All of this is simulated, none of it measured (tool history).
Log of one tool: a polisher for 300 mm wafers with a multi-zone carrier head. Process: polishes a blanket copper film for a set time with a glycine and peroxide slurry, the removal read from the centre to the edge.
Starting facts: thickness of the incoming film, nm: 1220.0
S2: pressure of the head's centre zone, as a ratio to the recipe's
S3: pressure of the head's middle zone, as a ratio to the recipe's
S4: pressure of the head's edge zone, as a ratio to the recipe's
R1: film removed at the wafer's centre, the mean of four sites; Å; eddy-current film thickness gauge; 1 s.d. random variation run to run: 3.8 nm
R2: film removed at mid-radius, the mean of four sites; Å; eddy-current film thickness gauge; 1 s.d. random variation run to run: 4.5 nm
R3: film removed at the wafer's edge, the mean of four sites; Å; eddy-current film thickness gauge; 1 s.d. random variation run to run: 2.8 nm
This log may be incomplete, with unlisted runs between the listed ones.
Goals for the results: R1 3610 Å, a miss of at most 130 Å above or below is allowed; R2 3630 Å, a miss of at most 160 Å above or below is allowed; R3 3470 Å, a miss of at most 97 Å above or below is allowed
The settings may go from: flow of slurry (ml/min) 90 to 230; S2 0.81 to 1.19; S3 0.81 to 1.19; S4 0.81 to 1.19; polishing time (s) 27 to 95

{"run": 1, "day": 0.0, "flow of slurry (ml/min)": 150, "S2": 1, "S3": 1, "S4": 1, "polishing time (s)": 61, "R1": 2946.5, "R2": 3033.5, "R3": 2921.2}
{"run": 2, "day": 0.175, "flow of slurry (ml/min)": 150, "S2": 1, "S3": 1, "S4": 0.95, "polishing time (s)": 61, "R1": 3054.8, "R2": 3096.8, "R3": 2815}
{"run": 3, "day": 0.483, "flow of slurry (ml/min)": 160, "S2": 1.01, "S3": 1.01, "S4": 0.98, "polishing time (s)": 62, "R1": 3050.9, "R2": 3141.4, "R3": 2918.7}
{"run": 4, "day": 0.542, "flow of slurry (ml/min)": 180, "S2": 1.01, "S3": 1.01, "S4": 0.98, "polishing time (s)": 62, "R1": 3147.5, "R2": 3203.1, "R3": 2981.1}
{"run": 5, "day": 0.579, "flow of slurry (ml/min)": 185, "S2": 1.02, "S3": 1.02, "S4": 1, "polishing time (s)": 63, "R1": 3284.5, "R2": 3289, "R3": 3114.5}
{"run": 6, "day": 0.942, "flow of slurry (ml/min)": 190, "S2": 1.03, "S3": 1.03, "S4": 1.01, "polishing time (s)": 63, "R1": 3282.8, "R2": 3341.8, "R3": 3095.1}
{"run": 7, "day": 1.0, "flow of slurry (ml/min)": 195, "S2": 1.04, "S3": 1.03, "S4": 1.03, "polishing time (s)": 64, "R1": 3365.8, "R2": 3487.4, "R3": 3190.4}
{"run": 8, "day": 1.038, "flow of slurry (ml/min)": 200, "S2": 1.05, "S3": 1.02, "S4": 1.04, "polishing time (s)": 65, "R1": 3439.4, "R2": 3478.8, "R3": 3292.4}
{"run": 9, "day": 1.338, "flow of slurry (ml/min)": 205, "S2": 1.06, "S3": 1.02, "S4": 1.05, "polishing time (s)": 65, "R1": 3540.3, "R2": 3533.6, "R3": 3301.2}
{"run": 10, "day": 1.617, "flow of slurry (ml/min)": 210, "S2": 1.06, "S3": 1.02, "S4": 1.06, "polishing time (s)": 65, "R1": 3515.3, "R2": 3503.6, "R3": 3329.3}
{"run": 11, "day": 1.888, "flow of slurry (ml/min)": 210, "S2": 1.06, "S3": 1.02, "S4": 1.06, "polishing time (s)": 65, "R1": 3547.7, "R2": 3484.1, "R3": 3307.6}
{"run": 12, "day": 1.912, "flow of slurry (ml/min)": 210, "S2": 1.06, "S3": 1.02, "S4": 1.07, "polishing time (s)": 65, "R1": 3499.4, "R2": 3501.8, "R3": 3344.8}
{"run": 13, "day": 2.104, "flow of slurry (ml/min)": 210, "S2": 1.06, "S3": 1.02, "S4": 1.08, "polishing time (s)": 65, "R1": 3559.4, "R2": 3500.3, "R3": 3399.6}
{"run": 14, "day": 2.479, "flow of slurry (ml/min)": 210, "S2": 1.06, "S3": 1.03, "S4": 1.08, "polishing time (s)": 65, "R1": 3571.3, "R2": 3630.4, "R3": 3340.3}

Below are 5 possible settings for the next run. Only one of them brings all results inside the allowed miss of their targets. Which is it?
{"run": "A", "day": 2.854, "flow of slurry (ml/min)": 230, "S2": 1.06, "S3": 1.03, "S4": 1.15, "polishing time (s)": 65, "R1": "?", "R2": "?", "R3": "?"}
{"run": "B", "day": 2.854, "flow of slurry (ml/min)": 220, "S2": 1.11, "S3": 1.15, "S4": 1.11, "polishing time (s)": 61, "R1": "?", "R2": "?", "R3": "?"}
{"run": "C", "day": 2.854, "flow of slurry (ml/min)": 230, "S2": 1.11, "S3": 1.06, "S4": 1, "polishing time (s)": 62, "R1": "?", "R2": "?", "R3": "?"}
{"run": "D", "day": 2.854, "flow of slurry (ml/min)": 205, "S2": 1.09, "S3": 1.14, "S4": 1.07, "polishing time (s)": 65, "R1": "?", "R2": "?", "R3": "?"}
{"run": "E", "day": 2.854, "flow of slurry (ml/min)": 205, "S2": 1.14, "S3": 1.12, "S4": 1.04, "polishing time (s)": 61, "R1": "?", "R2": "?", "R3": "?"}

move=A R1=3586.7 R2=3534.5 R3=3507
move=B R1=3464.7 R2=3622.8 R3=3212.5
move=C R1=3542.5 R2=3454.8 R3=3118.2
move=D R1=3601.1 R2=3793.7 R3=3335.9
move=E R1=3495.7 R2=3506 R3=3087.6
A: each result inside its tolerance
B: its largest miss is bigger than the last run's
C: its largest miss is bigger than the last run's
D: roughly where the last run was
E: its largest miss is bigger than the last run's
The right move is A.
